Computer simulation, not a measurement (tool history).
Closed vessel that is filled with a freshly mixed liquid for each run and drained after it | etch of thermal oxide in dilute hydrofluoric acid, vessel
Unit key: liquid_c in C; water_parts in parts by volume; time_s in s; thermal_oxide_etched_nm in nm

Run 1, day 0.000: liquid_c 20.0 C, water_parts 260 parts by volume, time_s 605 s. Result: thermal_oxide_etched_nm 7.1644 nm.
Run 2, day 0.279: liquid_c 19.5 C, water_parts 270 parts by volume, time_s 605 s. Result: thermal_oxide_etched_nm 6.7245 nm.
Run 3, day 0.483: liquid_c 19.0 C, water_parts 280 parts by volume, time_s 605 s. Result: thermal_oxide_etched_nm 6.2622 nm.
Run 4, day 0.850: liquid_c 17.5 C, water_parts 280 parts by volume, time_s 605 s. Result: thermal_oxide_etched_nm 6.0440 nm.
Run 5, day 0.938: liquid_c 21.0 C, water_parts 280 parts by volume, time_s 605 s. Result: thermal_oxide_etched_nm 6.8340 nm.
Run 6, day 0.971: liquid_c 20.0 C, water_parts 285 parts by volume, time_s 605 s. Result: thermal_oxide_etched_nm 6.3724 nm.
Run 7, day 1.275: liquid_c 19.5 C, water_parts 290 parts by volume, time_s 605 s. Result: thermal_oxide_etched_nm 6.1230 nm.
Run 8, day 1.554: liquid_c 19.0 C, water_parts 295 parts by volume, time_s 605 s. Result: thermal_oxide_etched_nm 5.8775 nm.
Run 9, day 1.675: liquid_c 18.5 C, water_parts 300 parts by volume, time_s 605 s. Result: thermal_oxide_etched_nm 5.6509 nm.

Forecast run 10:
Run 10, day 2.033: liquid_c 18.5 C, water_parts 300 parts by volume, time_s 605 s. Result: thermal_oxide_etched_nm ?.

{"run 10": {"thermal_oxide_etched_nm": 5.6119}}
